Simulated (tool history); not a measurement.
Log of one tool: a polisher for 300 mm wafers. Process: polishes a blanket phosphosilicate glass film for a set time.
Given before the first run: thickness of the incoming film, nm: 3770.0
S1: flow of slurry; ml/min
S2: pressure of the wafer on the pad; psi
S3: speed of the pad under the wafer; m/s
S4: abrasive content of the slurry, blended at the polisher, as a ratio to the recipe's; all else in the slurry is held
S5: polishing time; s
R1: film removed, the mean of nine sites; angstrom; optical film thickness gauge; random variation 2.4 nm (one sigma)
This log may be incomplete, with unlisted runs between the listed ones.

| run | day | S1 | S2 | S3 | S4 | S5 | R1 |
|---|---|---|---|---|---|---|---|
| 1 | 0 | 190 | 3.7 | 0.88 | 1 | 45 | 3581.1 |
| 2 | 0.062 | 190 | 3.7 | 0.88 | 1.1 | 45 | 3833.1 |
| 3 | 0.104 | 185 | 3.5 | 0.88 | 1.1 | 45 | 3622 |
| 4 | 0.479 | 185 | 3.4 | 0.88 | 1.1 | 45 | 3503.6 |
| 5 | 0.533 | 180 | 3.3 | 0.88 | 1.1 | 45 | 3376.5 |
| 6 | 0.846 | 175 | 3.3 | 0.88 | 1.1 | 45 | 3440.2 |
| 7 | 1.217 | 175 | 3.2 | 0.88 | 1.1 | 45 | 3305.6 |

Run 8 is up next; what results do you expect?
| 8 | 1.433 | 175 | 3.1 | 0.88 | 1.1 | 45 | ? |

Run 8 came out at R1 3201.4 angstrom.
